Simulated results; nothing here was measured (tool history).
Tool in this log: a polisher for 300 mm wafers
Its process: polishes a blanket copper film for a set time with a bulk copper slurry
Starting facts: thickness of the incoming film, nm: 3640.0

run,hour,flow of slurry (ml/min),pressure of the wafer on the pad (psi),speed of the pad under the wafer (m/s),abrasive content of the slurry,polishing time (s),film removed (nm)
1,0.0,155,2.5,1.12,1.00,111,778.71
2,0.9,175,2.5,1.12,1.00,111,801.38
3,7.4,175,2.5,1.12,1.10,111,828.63
4,15.3,170,2.4,1.12,1.10,111,786.58
5,23.7,170,2.4,1.12,1.10,116,828.23
6,32.4,170,2.4,1.40,1.10,116,1012.20
7,40.7,165,2.2,1.38,1.10,116,945.06

Estimate the outcome of run 8 from the log above:
8,42.5,165,1.5,1.08,1.05,115,?

For run 8 the tool returned film removed (nm) 566.75.
